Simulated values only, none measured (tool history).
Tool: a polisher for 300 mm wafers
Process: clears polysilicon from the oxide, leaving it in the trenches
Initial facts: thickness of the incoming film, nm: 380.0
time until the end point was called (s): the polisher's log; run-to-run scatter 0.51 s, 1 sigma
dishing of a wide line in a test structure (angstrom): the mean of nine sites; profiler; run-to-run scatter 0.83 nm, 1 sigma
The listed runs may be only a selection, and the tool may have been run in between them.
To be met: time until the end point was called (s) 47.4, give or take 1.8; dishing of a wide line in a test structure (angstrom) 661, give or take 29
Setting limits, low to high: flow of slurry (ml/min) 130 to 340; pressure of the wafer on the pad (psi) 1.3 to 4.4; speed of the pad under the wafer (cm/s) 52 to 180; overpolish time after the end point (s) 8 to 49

run,hour,flow of slurry (ml/min),pressure of the wafer on the pad (psi),speed of the pad under the wafer (cm/s),overpolish time after the end point (s),time until the end point was called (s),dishing of a wide line in a test structure (angstrom)
1,0,220,2.8,116,25,29.176,706.38
2,6.8,220,2.6,116,25,31.055,712.34
3,10.2,220,2.6,144,25,25.754,698.98
4,15.1,180,2.6,144,25,26.409,716.24
5,21.6,155,2.6,144,25,27.368,702.62
6,25,150,2.4,142,22,30.019,699.28
# hour 30.5: head pressure recalibrated
7,30.5,150,2.2,142,20,33.582,669.94
8,39.1,150,2.1,142,21,35.757,690.11
9,42.9,150,2,142,20,37.29,691.78
10,47.1,150,1.9,142,18,38.39,652.02
11,53.2,150,1.8,142,19,40.058,658.84
12,61.8,150,1.7,142,20,41.663,661.49
13,63.9,150,1.3,142,21,51.548,654.43
14,69.8,155,1.3,142,21,50.506,636.79
15,72.5,155,1.3,142,22,51.202,658.85
16,75.2,160,1.3,142,22,51.104,662.49
17,79,165,1.3,142,22,50.658,657.55
18,82.7,170,1.3,142,22,50.199,658.41
19,85.9,175,1.3,142,22,50.691,652.42

Consider the 4 candidate settings below. Which is the only one whose results all fall within their allowed miss of target?
A,89.1,160,1.4,120,33,?,?
B,89.1,235,1.3,144,22,?,?
C,89.1,145,1.6,116,37,?,?
D,89.1,150,1.7,104,36,?,?

move,time until the end point was called (s),dishing of a wide line in a test structure (angstrom)
A,54.242,687.13
B,46.936,659.62
C,51.132,698.11
D,52.47,695.28
A: its largest miss is bigger than the last run's
B: meets every target
C: its largest miss is bigger than the last run's
D: its largest miss is bigger than the last run's
Correct choice: B, which meets every target

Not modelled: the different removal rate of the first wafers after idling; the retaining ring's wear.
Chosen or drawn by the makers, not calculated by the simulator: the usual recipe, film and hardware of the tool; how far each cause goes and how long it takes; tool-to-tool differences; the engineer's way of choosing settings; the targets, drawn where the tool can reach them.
